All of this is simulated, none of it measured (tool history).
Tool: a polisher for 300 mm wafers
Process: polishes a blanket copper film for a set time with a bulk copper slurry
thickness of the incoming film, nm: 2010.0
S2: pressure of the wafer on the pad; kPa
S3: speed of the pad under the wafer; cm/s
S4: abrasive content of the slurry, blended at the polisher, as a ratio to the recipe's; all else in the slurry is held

Run 1, hour 0: flow of slurry (ml/min) 180, S2 23.4 kPa, S3 106 cm/s, S4 1, polishing time (s) 79. Result: film removed (nm) 819.3.
Run 2, hour 7.8: flow of slurry (ml/min) 195, S2 23.4 kPa, S3 106 cm/s, S4 1, polishing time (s) 79. Result: film removed (nm) 815.8.
Run 3, hour 15.1: flow of slurry (ml/min) 195, S2 19.3 kPa, S3 104 cm/s, S4 1, polishing time (s) 79. Result: film removed (nm) 664.16.
Run 4, hour 23.2: flow of slurry (ml/min) 195, S2 19.3 kPa, S3 104 cm/s, S4 1, polishing time (s) 83. Result: film removed (nm) 703.78.
Run 5, hour 27.1: flow of slurry (ml/min) 195, S2 16.5 kPa, S3 104 cm/s, S4 1, polishing time (s) 83. Result: film removed (nm) 602.26.
Run 6, hour 31: flow of slurry (ml/min) 195, S2 19.3 kPa, S3 104 cm/s, S4 1, polishing time (s) 83. Result: film removed (nm) 703.16.
Run 7, hour 38.4: flow of slurry (ml/min) 195, S2 16.5 kPa, S3 104 cm/s, S4 1, polishing time (s) 83. Result: film removed (nm) 604.5.
Run 8, hour 43.9: flow of slurry (ml/min) 190, S2 14.5 kPa, S3 104 cm/s, S4 1, polishing time (s) 83. Result: film removed (nm) 522.95.
Run 9, hour 45.3: flow of slurry (ml/min) 170, S2 14.5 kPa, S3 104 cm/s, S4 1, polishing time (s) 83. Result: film removed (nm) 526.73.
Run 10, hour 53.5: flow of slurry (ml/min) 170, S2 10.3 kPa, S3 104 cm/s, S4 1, polishing time (s) 83. Result: film removed (nm) 386.05.
Run 11, hour 55.6: flow of slurry (ml/min) 170, S2 10.3 kPa, S3 104 cm/s, S4 1, polishing time (s) 83. Result: film removed (nm) 379.93.

The next listed run, before its measurement:
Run 12, hour 60.3: flow of slurry (ml/min) 190, S2 11 kPa, S3 104 cm/s, S4 1, polishing time (s) 83. Result: film removed (nm) ?.

{"run 12": {"film removed (nm)": 411.18}}

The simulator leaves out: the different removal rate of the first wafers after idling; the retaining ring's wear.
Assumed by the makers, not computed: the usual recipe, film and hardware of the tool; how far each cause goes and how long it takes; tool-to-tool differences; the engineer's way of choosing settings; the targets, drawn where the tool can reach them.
